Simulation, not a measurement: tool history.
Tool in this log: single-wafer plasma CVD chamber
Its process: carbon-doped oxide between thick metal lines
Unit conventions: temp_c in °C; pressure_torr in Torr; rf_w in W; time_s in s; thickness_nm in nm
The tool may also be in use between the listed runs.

| run | hour | temp_c | pressure_torr | rf_w | time_s | thickness_nm |
|---|---|---|---|---|---|---|
| 1 | 0.0 | 345 | 6.19 | 565 | 127 | 743.10 |
| 2 | 6.9 | 339 | 6.19 | 565 | 127 | 755.21 |
| 3 | 14.8 | 341 | 5.99 | 555 | 127 | 737.29 |
| 4 | 16.9 | 343 | 5.75 | 550 | 127 | 725.14 |
| 5 | 19.8 | 343 | 5.75 | 595 | 127 | 754.44 |
| 6 | 28.7 | 345 | 5.44 | 585 | 127 | 734.32 |
| 7 | 36.9 | 347 | 5.22 | 580 | 127 | 734.52 |
| 8 | 38.2 | 348 | 5.07 | 565 | 127 | 708.06 |
| 9 | 39.4 | 349 | 4.93 | 565 | 127 | 707.95 |
| 10 | 40.7 | 350 | 4.77 | 560 | 127 | 689.51 |
| 11 | 47.4 | 351 | 4.70 | 560 | 127 | 683.40 |
| 12 | 51.5 | 352 | 4.65 | 560 | 127 | 680.54 |
| 13 | 54.6 | 353 | 4.61 | 560 | 127 | 675.68 |
| 14 | 61.4 | 354 | 4.59 | 560 | 127 | 683.35 |
| 15 | 64.2 | 354 | 4.50 | 560 | 127 | 676.05 |

Forecast run 16:
| 16 | 70.3 | 354 | 4.50 | 560 | 127 | ? |

thickness_nm: 676.36 nm
